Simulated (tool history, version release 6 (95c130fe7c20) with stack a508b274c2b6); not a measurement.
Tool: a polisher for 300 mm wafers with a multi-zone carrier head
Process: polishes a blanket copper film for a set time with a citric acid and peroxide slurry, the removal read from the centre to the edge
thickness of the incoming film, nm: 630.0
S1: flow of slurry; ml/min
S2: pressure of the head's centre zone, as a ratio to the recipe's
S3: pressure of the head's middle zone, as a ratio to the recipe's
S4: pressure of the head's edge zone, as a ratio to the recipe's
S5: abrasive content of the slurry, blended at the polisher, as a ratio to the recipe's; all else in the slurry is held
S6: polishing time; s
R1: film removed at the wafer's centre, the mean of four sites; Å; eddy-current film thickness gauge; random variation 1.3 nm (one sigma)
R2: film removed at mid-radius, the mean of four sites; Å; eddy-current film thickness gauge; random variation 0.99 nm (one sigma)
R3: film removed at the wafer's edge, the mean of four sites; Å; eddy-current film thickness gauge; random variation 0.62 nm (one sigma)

run 1 hour=0.0 | S1=245 S2=1.00 S3=1.00 S4=1.00 S5=1.00 S6=38 | R1=827.09 R2=838.76 R3=817.24
run 2 hour=3.5 | S1=245 S2=1.00 S3=1.00 S4=0.96 S5=1.00 S6=38 | R1=829.36 R2=846.95 R3=800.81
run 3 hour=11.6 | S1=245 S2=1.00 S3=1.04 S4=0.96 S5=1.00 S6=38 | R1=845.49 R2=867.96 R3=810.23
run 4 hour=16.1 | S1=250 S2=1.02 S3=1.06 S4=0.97 S5=1.05 S6=38 | R1=860.98 R2=893.81 R3=821.49
run 5 hour=19.6 | S1=250 S2=1.02 S3=1.06 S4=0.97 S5=1.05 S6=46 | R1=1040.80 R2=1072.40 R3=979.98
run 6 hour=24.0 | S1=255 S2=1.03 S3=1.06 S4=0.96 S5=1.05 S6=46 | R1=1059.80 R2=1075.50 R3=985.03
run 7 hour=24.5 | S1=255 S2=1.04 S3=1.06 S4=0.95 S5=1.05 S6=46 | R1=1059.80 R2=1075.80 R3=993.55
run 8 hour=28.0 | S1=255 S2=1.06 S3=1.07 S4=0.93 S5=1.05 S6=46 | R1=1062.00 R2=1090.80 R3=971.82
run 9 hour=33.2 | S1=260 S2=1.08 S3=1.06 S4=0.92 S5=1.05 S6=46 | R1=1100.10 R2=1089.80 R3=959.29

The next listed run, before its measurement:
run 10 hour=37.1 | S1=260 S2=1.09 S3=1.06 S4=0.92 S5=1.05 S6=46 | R1=? R2=? R3=?

{"run 10": {"R1": 1107.1, "R2": 1080.2, "R3": 968.1}}
